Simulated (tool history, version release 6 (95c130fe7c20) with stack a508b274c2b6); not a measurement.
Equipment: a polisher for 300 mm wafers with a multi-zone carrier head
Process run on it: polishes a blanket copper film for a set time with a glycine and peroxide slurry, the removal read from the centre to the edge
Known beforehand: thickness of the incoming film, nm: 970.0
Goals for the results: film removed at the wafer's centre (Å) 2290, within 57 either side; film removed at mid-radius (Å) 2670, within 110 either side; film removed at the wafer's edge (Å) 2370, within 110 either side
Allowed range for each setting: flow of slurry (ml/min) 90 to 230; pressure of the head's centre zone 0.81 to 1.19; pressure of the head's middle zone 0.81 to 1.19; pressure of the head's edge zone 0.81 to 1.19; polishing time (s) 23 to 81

run,hour,flow of slurry (ml/min),pressure of the head's centre zone,pressure of the head's middle zone,pressure of the head's edge zone,polishing time (s),film removed at the wafer's centre (Å),film removed at mid-radius (Å),film removed at the wafer's edge (Å)
1,0,150,1,1,1,52,4024.6,4044.4,3841.7
2,7.9,140,0.96,1,0.96,46,3345.9,3491.6,3363.4
3,9.4,140,0.96,1,1,46,3393.9,3513.9,3443.8
4,18,140,0.94,1.02,0.95,41,2940.8,3134.1,2951.6
5,19.7,140,0.94,1.02,0.95,52,3703.7,4019.6,3797.6
6,25,140,0.94,1.02,1.02,52,3738.2,3929,3873.9
7,26.1,140,0.93,1.04,0.99,46,3265.6,3607.6,3400.7
8,30.9,145,0.92,1.04,0.95,42,2966.4,3289,3054.5
9,32.7,145,0.92,1.04,0.95,42,2978.8,3377.3,3031.1
10,37.7,145,0.91,1.03,0.92,39,2704.2,3114,2781.2
11,40.9,145,0.9,1.01,0.9,38,2628.6,3003.2,2631.9
12,45.3,105,0.82,0.94,0.86,37,2102.8,2503.7,2458

5 next moves are on the table. One of them brings every result within its allowed miss. Which?
A,49.7,125,0.87,1,0.82,36,?,?,?
B,49.7,90,0.95,0.98,0.85,36,?,?,?
C,49.7,90,0.82,0.98,0.91,36,?,?,?
D,49.7,105,0.89,0.98,0.89,39,?,?,?
E,49.7,90,0.85,0.81,0.86,41,?,?,?

move,film removed at the wafer's centre (Å),film removed at mid-radius (Å),film removed at the wafer's edge (Å)
A,2325.2,2691.9,2453.4
B,2253.1,2389.2,2323.8
C,1942.3,2390.6,2396.9
D,2433.4,2733.1,2664.5
E,2291.4,2382.9,2665.6
A: all results land within tolerance of their targets
B: corrects the largest miss of the last run, while another result sits out of spec
C: its largest miss is bigger than the last run's
D: moves the result that the last run missed by most past its target, out the other side
E: corrects the largest miss of the last run, while another result sits out of spec
A meets every target.

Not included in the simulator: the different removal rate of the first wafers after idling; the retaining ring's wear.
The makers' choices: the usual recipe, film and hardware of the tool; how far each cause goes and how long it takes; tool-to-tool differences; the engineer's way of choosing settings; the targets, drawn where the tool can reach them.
